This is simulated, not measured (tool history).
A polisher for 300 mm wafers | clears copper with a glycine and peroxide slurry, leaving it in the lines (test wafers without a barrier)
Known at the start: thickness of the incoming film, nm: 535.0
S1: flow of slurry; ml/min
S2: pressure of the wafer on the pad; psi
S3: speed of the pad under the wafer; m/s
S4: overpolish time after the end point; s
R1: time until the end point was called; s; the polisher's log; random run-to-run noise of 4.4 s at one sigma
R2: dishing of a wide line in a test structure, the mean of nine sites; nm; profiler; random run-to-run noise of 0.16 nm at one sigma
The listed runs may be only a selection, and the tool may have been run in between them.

run,hour,S1,S2,S3,S4,R1,R2
1,0,140,1.8,0.86,18,168.16,35.207
2,8.9,140,1.8,0.86,21,164.84,41.981
3,11.1,145,1.8,0.8,19,175.46,36.268
4,15.3,145,1.6,0.8,19,188.12,34.441
5,15.8,145,1.8,0.8,19,168.51,37.057
6,20.7,150,1.7,0.74,17,190.15,30.279
7,23.9,165,1.5,0.6,8,225.06,13.118
8,32.6,160,1.5,0.6,8,215.11,12.958
9,40.6,160,1.5,0.6,9,212.62,14.673

Forecast run 10:
10,43,160,1.4,0.6,9,?,?

Run 10 came out at R1 231.63 s, R2 14.18 nm.
